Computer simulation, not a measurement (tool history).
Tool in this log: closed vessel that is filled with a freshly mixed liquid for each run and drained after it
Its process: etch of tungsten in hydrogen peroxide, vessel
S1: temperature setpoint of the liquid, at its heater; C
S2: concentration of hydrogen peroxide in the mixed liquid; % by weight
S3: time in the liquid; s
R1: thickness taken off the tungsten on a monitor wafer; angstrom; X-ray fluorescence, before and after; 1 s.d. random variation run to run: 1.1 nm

run,hour,S1,S2,S3,R1
1,0.0,56.0,19.0,30,825.02
2,6.7,56.5,19.0,30,845.29
3,10.1,57.0,19.0,30,863.78
4,15.7,57.0,16.0,30,799.86
5,20.0,51.5,16.0,30,573.21
6,26.6,53.0,16.0,30,627.12
7,32.8,54.0,16.0,30,661.98

Predict the results of run 8:
8,37.1,62.0,16.5,30,?

{"run 8": {"R1": 1083.3}}

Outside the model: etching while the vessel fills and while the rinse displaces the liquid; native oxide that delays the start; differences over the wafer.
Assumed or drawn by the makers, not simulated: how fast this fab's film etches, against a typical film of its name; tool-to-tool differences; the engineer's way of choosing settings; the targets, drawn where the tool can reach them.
